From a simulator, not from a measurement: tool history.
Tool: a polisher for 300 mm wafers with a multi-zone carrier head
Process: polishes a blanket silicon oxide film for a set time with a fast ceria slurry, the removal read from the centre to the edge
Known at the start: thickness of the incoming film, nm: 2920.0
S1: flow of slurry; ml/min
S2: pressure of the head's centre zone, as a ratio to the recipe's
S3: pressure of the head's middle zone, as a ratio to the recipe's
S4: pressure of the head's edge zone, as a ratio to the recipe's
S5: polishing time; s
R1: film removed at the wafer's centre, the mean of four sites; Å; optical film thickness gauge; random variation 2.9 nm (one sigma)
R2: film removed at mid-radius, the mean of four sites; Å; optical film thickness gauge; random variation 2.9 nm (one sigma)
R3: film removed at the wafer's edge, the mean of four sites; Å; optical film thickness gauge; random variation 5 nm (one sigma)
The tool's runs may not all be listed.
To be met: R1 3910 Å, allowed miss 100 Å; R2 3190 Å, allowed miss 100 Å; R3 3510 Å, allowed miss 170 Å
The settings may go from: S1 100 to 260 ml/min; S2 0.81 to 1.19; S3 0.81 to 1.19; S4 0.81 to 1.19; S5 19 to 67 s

run,hour,S1,S2,S3,S4,S5,R1,R2,R3
1,0,165,1,1,1,43,3325.9,3246.3,3347.1
2,5.6,170,1.01,0.99,1,43,3339.9,3219.1,3448
3,8,170,1.01,0.99,1.07,43,3402.8,3193.8,3434.1
4,14.4,170,1.04,0.99,1.07,43,3447.2,3238.7,3447.5
5,22.7,175,1.06,0.98,1.07,43,3540,3191.7,3456.4
6,28.2,175,1.06,0.98,1.07,37,3103.3,2720.4,3020
7,35.6,180,1.07,0.98,1.08,37,3093.7,2777,2976.2
8,44.3,180,1.08,0.98,1.08,38,3242.6,2844.6,3026.2

Which of these 5 next moves meets every target?
A,53,175,0.85,1,1.1,40,?,?,?
B,53,225,0.87,0.99,1.02,43,?,?,?
C,53,195,1.17,0.96,1.08,39,?,?,?
D,53,165,1.12,1.02,1.19,42,?,?,?
E,53,130,1.19,0.99,1.13,45,?,?,?

move,R1,R2,R3
A,2645.9,3071.5,3218.9
B,3040.9,3403.3,3453.3
C,3631.5,2941.4,3157.8
D,3624.7,3239.4,3466.8
E,3889.9,3211.5,3501.7
A: further off than the last run
B: further off than the last run
C: nearer than the last run, and not there yet
D: nearer than the last run, and not there yet
E: meets every target
The right move is E.
